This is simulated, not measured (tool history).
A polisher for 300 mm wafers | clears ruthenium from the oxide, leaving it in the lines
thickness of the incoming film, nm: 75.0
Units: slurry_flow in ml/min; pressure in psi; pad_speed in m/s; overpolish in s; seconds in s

run,hour,slurry_flow,pressure,pad_speed,overpolish,seconds
1,0.0,255,1.7,1.08,49,99.398
2,2.6,300,1.7,1.08,49,97.082
3,10.6,300,1.9,1.08,49,87.288
4,14.9,300,1.9,1.08,52,89.895
5,23.7,300,2.1,1.08,52,80.427
6,24.4,300,2.1,1.18,52,75.548
7,26.5,300,2.2,1.18,52,71.946

Run 8 comes next. What will it give?
8,32.4,300,2.3,1.18,52,?

{"run 8": {"seconds": 68.532}}
